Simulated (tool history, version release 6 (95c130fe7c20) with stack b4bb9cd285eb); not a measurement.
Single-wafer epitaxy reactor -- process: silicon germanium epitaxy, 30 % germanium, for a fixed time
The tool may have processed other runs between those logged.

run	day	wafer temperature setpoint (pyrometer-controlled) (deg C)	chamber pressure (Torr)	mean film thickness on the monitor wafer (nm)
1	0	585	16.1	36.404
2	0.067	585	17.8	37.715
3	0.438	592	17.8	43.807
4	0.538	600	17.8	51.644
5	0.783	607	17.8	59.97
6	1.012	606	17.8	58.637
7	1.283	605	17.8	57.586

Estimate the outcome of run 8 from the log above:
8	1.483	604	17.8	?

mean film thickness on the monitor wafer (nm): 56.285
